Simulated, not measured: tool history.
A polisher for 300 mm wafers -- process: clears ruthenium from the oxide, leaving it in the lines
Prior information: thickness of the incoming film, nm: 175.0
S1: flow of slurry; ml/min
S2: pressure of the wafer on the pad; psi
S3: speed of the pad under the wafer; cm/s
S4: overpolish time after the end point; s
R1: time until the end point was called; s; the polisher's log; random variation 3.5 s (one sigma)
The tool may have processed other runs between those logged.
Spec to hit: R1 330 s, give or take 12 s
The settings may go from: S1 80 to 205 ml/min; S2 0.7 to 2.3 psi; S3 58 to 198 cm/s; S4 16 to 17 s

run,day,S1,S2,S3,S4,R1
1,0,135,1.5,128,16,173.65
2,0.242,130,1.3,124,16,202.35
3,0.517,130,1.3,124,16,206.37
4,0.729,125,1.1,122,16,239.44
5,0.812,120,1,120,16,258.72
6,1.083,120,0.9,118,16,287.67
7,1.396,120,0.8,118,16,322.27
8,1.462,115,0.8,118,16,320.79

Which single option among these 4 for the next run brings every result within its allowed miss of target? Just one does.
A,1.529,100,0.7,136,17,?
B,1.529,120,0.8,120,16,?
C,1.529,105,0.8,130,16,?
D,1.529,120,0.7,124,16,?

move,R1
A,309.35
B,308.8
C,291.33
D,329.71
A: misses by more than the last run did
B: misses by more than the last run did
C: misses by more than the last run did
D: hits every target within its allowed miss
So the answer is move D, the one that meets all the targets.

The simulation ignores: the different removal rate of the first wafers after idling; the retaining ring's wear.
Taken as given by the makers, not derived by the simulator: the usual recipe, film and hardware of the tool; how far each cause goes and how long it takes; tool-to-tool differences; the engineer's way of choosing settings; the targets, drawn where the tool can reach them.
